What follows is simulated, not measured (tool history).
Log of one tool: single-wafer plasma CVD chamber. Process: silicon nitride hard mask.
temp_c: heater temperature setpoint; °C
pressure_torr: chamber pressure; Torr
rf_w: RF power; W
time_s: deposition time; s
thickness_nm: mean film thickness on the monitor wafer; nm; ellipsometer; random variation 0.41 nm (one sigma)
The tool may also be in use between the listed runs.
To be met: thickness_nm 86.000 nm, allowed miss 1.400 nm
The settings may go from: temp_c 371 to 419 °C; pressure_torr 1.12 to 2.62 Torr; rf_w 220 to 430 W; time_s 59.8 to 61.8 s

Run 1, day 0.000: temp_c 395 °C, pressure_torr 1.87 Torr, rf_w 325 W, time_s 59.8 s. Result: thickness_nm 77.858 nm.
Run 2, day 0.183: temp_c 395 °C, pressure_torr 2.11 Torr, rf_w 325 W, time_s 59.8 s. Result: thickness_nm 79.601 nm.
Run 3, day 0.283: temp_c 395 °C, pressure_torr 2.11 Torr, rf_w 290 W, time_s 59.8 s. Result: thickness_nm 76.214 nm.
Run 4, day 0.608: temp_c 395 °C, pressure_torr 2.40 Torr, rf_w 290 W, time_s 59.8 s. Result: thickness_nm 78.884 nm.
Run 5, day 0.912: temp_c 395 °C, pressure_torr 2.43 Torr, rf_w 295 W, time_s 59.9 s. Result: thickness_nm 79.251 nm.
Run 6, day 1.004: temp_c 395 °C, pressure_torr 2.46 Torr, rf_w 305 W, time_s 60.0 s. Result: thickness_nm 81.525 nm.
At day 1.325: RF generator calibrated.
Run 7, day 1.325: temp_c 395 °C, pressure_torr 2.48 Torr, rf_w 310 W, time_s 60.0 s. Result: thickness_nm 83.915 nm.
Run 8, day 1.371: temp_c 395 °C, pressure_torr 2.48 Torr, rf_w 310 W, time_s 60.0 s. Result: thickness_nm 84.719 nm.
Run 9, day 1.546: temp_c 395 °C, pressure_torr 2.49 Torr, rf_w 310 W, time_s 60.0 s. Result: thickness_nm 83.334 nm.
Run 10, day 1.779: temp_c 395 °C, pressure_torr 2.51 Torr, rf_w 310 W, time_s 60.0 s. Result: thickness_nm 84.145 nm.
Run 11, day 2.012: temp_c 395 °C, pressure_torr 2.53 Torr, rf_w 310 W, time_s 60.0 s. Result: thickness_nm 84.380 nm.

Which of these 4 next moves meets every target?
Run A, day 2.246: temp_c 394 °C, pressure_torr 2.38 Torr, rf_w 285 W, time_s 61.1 s. Result: thickness_nm ?.
Run B, day 2.246: temp_c 393 °C, pressure_torr 2.62 Torr, rf_w 290 W, time_s 61.8 s. Result: thickness_nm ?.
Run C, day 2.246: temp_c 402 °C, pressure_torr 2.61 Torr, rf_w 280 W, time_s 61.0 s. Result: thickness_nm ?.
Run D, day 2.246: temp_c 388 °C, pressure_torr 2.47 Torr, rf_w 280 W, time_s 60.2 s. Result: thickness_nm ?.

move  thickness_nm
   A        82.338
   B        85.591
   C        82.950
   D        81.510
A: further off than the last run
B: meets every target
C: further off than the last run
D: further off than the last run
Move B is the one to make.

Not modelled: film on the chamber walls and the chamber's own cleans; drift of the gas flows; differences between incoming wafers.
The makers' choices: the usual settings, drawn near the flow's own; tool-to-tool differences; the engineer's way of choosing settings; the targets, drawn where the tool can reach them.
